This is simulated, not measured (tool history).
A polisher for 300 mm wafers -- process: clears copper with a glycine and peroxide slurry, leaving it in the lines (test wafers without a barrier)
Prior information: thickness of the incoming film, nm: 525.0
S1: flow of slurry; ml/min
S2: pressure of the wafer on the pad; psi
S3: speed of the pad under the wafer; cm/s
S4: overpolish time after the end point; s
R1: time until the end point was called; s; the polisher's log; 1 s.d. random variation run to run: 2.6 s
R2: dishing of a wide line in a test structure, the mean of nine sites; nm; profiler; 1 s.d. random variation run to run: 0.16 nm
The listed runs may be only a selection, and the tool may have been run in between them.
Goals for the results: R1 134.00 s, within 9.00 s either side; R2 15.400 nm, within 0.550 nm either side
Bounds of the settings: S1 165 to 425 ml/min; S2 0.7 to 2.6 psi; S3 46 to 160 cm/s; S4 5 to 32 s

run    day   S1   S2   S3  S4      R1      R2
  1  0.000  275  1.6  102  16  154.55  39.605
  2  0.179  255  1.5  106  14  155.76  33.795
  3  0.200  190  1.5  106  14  165.38  32.638
  4  0.417  185  1.4  114  12  165.46  28.193
  5  0.721  185  1.4  114  18  170.54  40.167
  6  0.788  180  1.3  122  16  165.88  35.252
  7  1.138  175  1.2  130  14  173.50  31.042
  8  1.396  175  1.3  116  12  173.29  26.771
  9  1.458  175  1.2  120  11  177.89  23.582
 10  1.767  220  1.1  126  10  175.67  21.926
 11  1.875  260  1.0  132   9  188.72  19.314
 12  2.104  335  1.2  160   5  143.35  14.437
 13  2.304  325  1.4  160   5  126.56  16.013
 14  2.425  330  1.4  160   5  126.96  16.084
 15  2.662  335  1.4  160   5  123.32  16.646
 16  2.738  340  1.4  160   5  125.23  16.523
 17  2.850  345  1.4  160   5  127.92  16.361
 18  3.058  350  1.4  160   5  125.06  16.349

Of the 4 settings listed for the next run, only one would bring every result within its allowed miss of target. Which one?
  A  3.267  350  1.5  160   5   ?   ?
  B  3.267  400  1.4  160   5   ?   ?
  C  3.267  355  1.4  160   5   ?   ?
  D  3.267  320  1.5  138   5   ?   ?

move      R1      R2
   A  116.87  17.363
   B  122.18  16.639
   C  123.24  16.506
   D  130.25  15.716
A: moves away from the targets compared with the last run
B: moves away from the targets compared with the last run
C: moves away from the targets compared with the last run
D: in spec on every target
The right move is D.
